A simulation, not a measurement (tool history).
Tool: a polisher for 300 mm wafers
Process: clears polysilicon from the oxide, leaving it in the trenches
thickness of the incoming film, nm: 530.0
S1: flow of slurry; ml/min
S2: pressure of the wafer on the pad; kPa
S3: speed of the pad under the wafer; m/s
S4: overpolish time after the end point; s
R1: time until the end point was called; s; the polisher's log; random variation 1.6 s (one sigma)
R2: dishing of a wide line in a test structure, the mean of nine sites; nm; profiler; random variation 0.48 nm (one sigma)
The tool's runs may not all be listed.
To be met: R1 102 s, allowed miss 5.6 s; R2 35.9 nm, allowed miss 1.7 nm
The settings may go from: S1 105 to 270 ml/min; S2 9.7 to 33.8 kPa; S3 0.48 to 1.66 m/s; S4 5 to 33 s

| run | day | S1 | S2 | S3 | S4 | R1 | R2 |
|---|---|---|---|---|---|---|---|
| 1 | 0 | 175 | 21.4 | 1.06 | 17 | 40.075 | 38.364 |
| 2 | 0.138 | 130 | 21.4 | 1.06 | 17 | 43.678 | 37.561 |
| 3 | 0.308 | 125 | 19.3 | 1 | 16 | 51.462 | 37.984 |
| 4 | 0.558 | 120 | 17.9 | 0.94 | 14 | 58.175 | 37.858 |
| 5 | 0.888 | 160 | 17.9 | 0.94 | 14 | 56.233 | 37.533 |
| 6 | 1.054 | 160 | 16.5 | 0.92 | 12 | 60.499 | 35.968 |
| 7 | 1.354 | 155 | 15.2 | 0.9 | 13 | 68.445 | 35.355 |
| 8 | 1.446 | 145 | 15.2 | 0.86 | 13 | 71.991 | 35.513 |
| 9 | 1.771 | 140 | 15.2 | 0.82 | 15 | 77.325 | 35.6 |
| 10 | 1.975 | 135 | 15.2 | 0.8 | 16 | 77.577 | 36.075 |
| 11 | 2.017 | 130 | 14.5 | 0.78 | 17 | 82.865 | 35.938 |
| 12 | 2.075 | 125 | 13.8 | 0.78 | 18 | 89.124 | 37.275 |
| 13 | 2.375 | 125 | 13.1 | 0.78 | 17 | 97.068 | 35.146 |

Which of these 5 next moves meets every target?
| A | 2.675 | 110 | 11.7 | 0.94 | 17 | ? | ? |
| B | 2.675 | 125 | 15.2 | 0.62 | 20 | ? | ? |
| C | 2.675 | 120 | 12.4 | 0.86 | 18 | ? | ? |
| D | 2.675 | 110 | 13.8 | 0.8 | 20 | ? | ? |
| E | 2.675 | 105 | 15.2 | 0.76 | 22 | ? | ? |

| move | R1 | R2 |
|---|---|---|
| A | 89.19 | 35.471 |
| B | 100.57 | 35.793 |
| C | 89.952 | 35.839 |
| D | 89.272 | 36.585 |
| E | 86.761 | 37.234 |
A: further off than the last run
B: meets every target
C: further off than the last run
D: further off than the last run
E: further off than the last run
Move B is the one to make.
